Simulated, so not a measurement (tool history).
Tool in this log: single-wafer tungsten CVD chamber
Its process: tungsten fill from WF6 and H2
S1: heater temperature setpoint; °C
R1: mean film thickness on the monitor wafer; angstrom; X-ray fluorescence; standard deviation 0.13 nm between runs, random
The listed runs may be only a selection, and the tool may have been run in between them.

run 1 day=0.000 | S1=395 chamber_pressure_(Torr)=37.7 deposition_time_(s)=11.2 | R1=324.62
run 2 day=0.304 | S1=396 chamber_pressure_(Torr)=37.7 deposition_time_(s)=11.2 | R1=330.77
run 3 day=0.662 | S1=396 chamber_pressure_(Torr)=41.2 deposition_time_(s)=11.2 | R1=342.39
run 4 day=0.742 | S1=390 chamber_pressure_(Torr)=41.2 deposition_time_(s)=11.2 | R1=305.68
run 5 day=1.104 | S1=392 chamber_pressure_(Torr)=41.3 deposition_time_(s)=11.2 | R1=317.74
run 6 day=1.229 | S1=393 chamber_pressure_(Torr)=41.4 deposition_time_(s)=11.2 | R1=323.78
run 7 day=1.496 | S1=394 chamber_pressure_(Torr)=41.5 deposition_time_(s)=11.2 | R1=331.14
run 8 day=1.542 | S1=395 chamber_pressure_(Torr)=41.5 deposition_time_(s)=11.2 | R1=337.55
run 9 day=1.625 | S1=396 chamber_pressure_(Torr)=41.5 deposition_time_(s)=11.2 | R1=344.92
run 10 day=1.704 | S1=397 chamber_pressure_(Torr)=41.5 deposition_time_(s)=11.2 | R1=352.84
run 11 day=1.925 | S1=398 chamber_pressure_(Torr)=41.5 deposition_time_(s)=11.2 | R1=357.98

The next listed run, before its measurement:
run 12 day=2.250 | S1=399 chamber_pressure_(Torr)=41.5 deposition_time_(s)=11.2 | R1=?

R1: 368.21 angstrom
